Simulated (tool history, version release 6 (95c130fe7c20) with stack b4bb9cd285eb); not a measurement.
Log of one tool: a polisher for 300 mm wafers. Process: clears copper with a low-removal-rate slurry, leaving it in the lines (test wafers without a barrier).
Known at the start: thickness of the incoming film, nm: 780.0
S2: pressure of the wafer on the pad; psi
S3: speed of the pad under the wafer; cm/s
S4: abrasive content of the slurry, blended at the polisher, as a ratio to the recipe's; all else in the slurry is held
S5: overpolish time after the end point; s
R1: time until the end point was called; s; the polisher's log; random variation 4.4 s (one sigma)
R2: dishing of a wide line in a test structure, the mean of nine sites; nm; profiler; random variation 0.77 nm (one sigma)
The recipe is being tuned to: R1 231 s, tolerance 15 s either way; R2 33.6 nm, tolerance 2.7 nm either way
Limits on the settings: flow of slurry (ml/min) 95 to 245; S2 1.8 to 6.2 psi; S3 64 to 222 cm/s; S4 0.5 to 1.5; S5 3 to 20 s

run 1 hour=0 | flow_of_slurry_(ml/min)=155 S2=4 S3=142 S4=1 S5=10 | R1=147.53 R2=35.654
run 2 hour=2.5 | flow_of_slurry_(ml/min)=155 S2=4.7 S3=142 S4=1 S5=10 | R1=128.83 R2=41.709
run 3 hour=5.9 | flow_of_slurry_(ml/min)=155 S2=4.3 S3=140 S4=1 S5=11 | R1=139.11 R2=41.379
run 4 hour=13 | flow_of_slurry_(ml/min)=155 S2=4.3 S3=140 S4=1 S5=7 | R1=141.27 R2=26.865
run 5 hour=13.8 | flow_of_slurry_(ml/min)=155 S2=4 S3=138 S4=1 S5=8 | R1=150.41 R2=27.784
run 6 hour=15.5 | flow_of_slurry_(ml/min)=155 S2=4 S3=138 S4=0.8 S5=8 | R1=160.79 R2=27.426
run 7 hour=24.3 | flow_of_slurry_(ml/min)=150 S2=3.8 S3=136 S4=0.8 S5=9 | R1=172.17 R2=28.67
run 8 hour=33.1 | flow_of_slurry_(ml/min)=145 S2=3.7 S3=136 S4=0.8 S5=10 | R1=175.26 R2=29.911
run 9 hour=41.5 | flow_of_slurry_(ml/min)=145 S2=3.7 S3=136 S4=0.8 S5=10 | R1=178.16 R2=30.568
-- hour=44.9 slurry blender recalibrated
run 10 hour=44.9 | flow_of_slurry_(ml/min)=140 S2=3.6 S3=136 S4=0.8 S5=11 | R1=173.71 R2=33.505
run 11 hour=50.4 | flow_of_slurry_(ml/min)=140 S2=2.5 S3=128 S4=0.8 S5=15 | R1=263.11 R2=31.427
run 12 hour=52 | flow_of_slurry_(ml/min)=145 S2=3 S3=130 S4=0.8 S5=14 | R1=206.03 R2=35.405
run 13 hour=53.9 | flow_of_slurry_(ml/min)=140 S2=3 S3=130 S4=0.8 S5=14 | R1=212.37 R2=36.163

Consider the 5 candidate settings below. Which is the only one whose results all fall within their allowed miss of target?
run A hour=55.8 | flow_of_slurry_(ml/min)=150 S2=2.6 S3=130 S4=0.8 S5=13 | R1=? R2=?
run B hour=55.8 | flow_of_slurry_(ml/min)=165 S2=2.9 S3=138 S4=0.75 S5=13 | R1=? R2=?
run C hour=55.8 | flow_of_slurry_(ml/min)=140 S2=2.6 S3=134 S4=0.75 S5=15 | R1=? R2=?
run D hour=55.8 | flow_of_slurry_(ml/min)=140 S2=3 S3=162 S4=0.8 S5=10 | R1=? R2=?
run E hour=55.8 | flow_of_slurry_(ml/min)=160 S2=3.5 S3=120 S4=0.65 S5=11 | R1=? R2=?

move=A R1=239.53 R2=29.097
move=B R1=203.73 R2=33.677
move=C R1=239.95 R2=32.943
move=D R1=171.51 R2=31.152
move=E R1=202.81 R2=29.347
A: brings the last run's worst result on target, with another outside its allowed miss
B: the biggest miss grows against the last run
C: all results land within tolerance of their targets
D: the biggest miss grows against the last run
E: the biggest miss grows against the last run
Answer: C
